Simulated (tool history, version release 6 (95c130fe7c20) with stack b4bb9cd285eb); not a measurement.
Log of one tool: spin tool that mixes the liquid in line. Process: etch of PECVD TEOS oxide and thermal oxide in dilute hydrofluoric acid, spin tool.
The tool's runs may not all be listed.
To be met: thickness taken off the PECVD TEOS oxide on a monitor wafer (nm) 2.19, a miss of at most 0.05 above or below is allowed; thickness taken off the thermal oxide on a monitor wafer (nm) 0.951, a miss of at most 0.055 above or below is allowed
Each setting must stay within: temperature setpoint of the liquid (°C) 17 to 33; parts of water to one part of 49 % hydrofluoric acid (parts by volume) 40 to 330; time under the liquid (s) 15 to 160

run    day  temperature setpoint of the liquid (°C)  parts of water to one part of 49 % hydrofluoric acid (parts by volume)  time under the liquid (s)  thickness taken off the PECVD TEOS oxide on a monitor wafer (nm)  thickness taken off the thermal oxide on a monitor wafer (nm)
  1      0                                       25                                                                     185                         80                                                            5.4931                                                         2.4458
  2  0.042                                     22.5                                                                     215                         80                                                            4.2062                                                          1.838
  3    0.4                                       21                                                                     240                         80                                                            3.4311                                                         1.4686
  4  0.596                                       21                                                                     215                         80                                                            3.9309                                                         1.7237
  5  0.738                                       21                                                                     195                         80                                                            4.4362                                                         1.9021
  6  1.042                                       21                                                                     220                         80                                                            3.8238                                                         1.6792
  7  1.242                                       20                                                                     240                         80                                                            3.2944                                                         1.4267
     1.525  -- hydrofluoric acid flow meter replaced
  8  1.525                                       17                                                                     300                         80                                                            1.9832                                                        0.85108
  9  1.746                                       18                                                                     300                         80                                                             2.075                                                        0.90029
 10  1.817                                     18.5                                                                     300                         80                                                            2.1104                                                        0.93532

4 candidate next runs follow, results not yet known. Just one meets every target within its allowed miss. Identify it.
  A  1.888                                       17                                                                     320                         90                                                                 ?                                                              ?
  B  1.888                                     18.5                                                                     310                         80                                                                 ?                                                              ?
  C  1.888                                     20.5                                                                     315                         85                                                                 ?                                                              ?
  D  1.888                                     19.5                                                                     300                         80                                                                 ?                                                              ?

move  thickness taken off the PECVD TEOS oxide on a monitor wafer (nm)  thickness taken off the thermal oxide on a monitor wafer (nm)
   A                                                            2.0706                                                        0.91265
   B                                                             2.026                                                          0.893
   C                                                            2.2689                                                         1.0001
   D                                                            2.1911                                                        0.96579
A: moves away from the targets compared with the last run
B: moves away from the targets compared with the last run
C: pushes the last run's worst result past its target
D: all results in spec
The right move is D.
